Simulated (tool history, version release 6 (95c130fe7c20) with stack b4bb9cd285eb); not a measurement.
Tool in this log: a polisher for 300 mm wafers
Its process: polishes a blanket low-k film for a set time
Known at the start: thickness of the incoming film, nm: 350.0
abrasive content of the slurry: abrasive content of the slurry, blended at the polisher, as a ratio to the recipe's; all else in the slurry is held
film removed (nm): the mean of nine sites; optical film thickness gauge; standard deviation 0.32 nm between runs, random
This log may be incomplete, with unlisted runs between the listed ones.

| run | hour | flow of slurry (ml/min) | pressure of the wafer on the pad (psi) | speed of the pad under the wafer (m/s) | abrasive content of the slurry | polishing time (s) | film removed (nm) |
|---|---|---|---|---|---|---|---|
| 1 | 0.0 | 260 | 2.4 | 1.16 | 1.0 | 58 | 26.647 |
| 2 | 2.8 | 260 | 2.2 | 1.16 | 1.0 | 58 | 24.711 |
| 3 | 9.5 | 260 | 2.1 | 1.16 | 1.0 | 58 | 24.087 |
| 4 | 14.5 | 260 | 2.1 | 1.16 | 1.0 | 58 | 24.120 |
| 5 | 21.0 | 260 | 2.0 | 1.16 | 1.0 | 58 | 22.718 |
| 6 | 23.5 | 260 | 2.0 | 1.32 | 1.0 | 58 | 25.655 |

For run 7, what comes out?
| 7 | 28.9 | 260 | 1.9 | 1.32 | 1.0 | 58 | ? |

{"run 7": {"film removed (nm)": 24.313}}

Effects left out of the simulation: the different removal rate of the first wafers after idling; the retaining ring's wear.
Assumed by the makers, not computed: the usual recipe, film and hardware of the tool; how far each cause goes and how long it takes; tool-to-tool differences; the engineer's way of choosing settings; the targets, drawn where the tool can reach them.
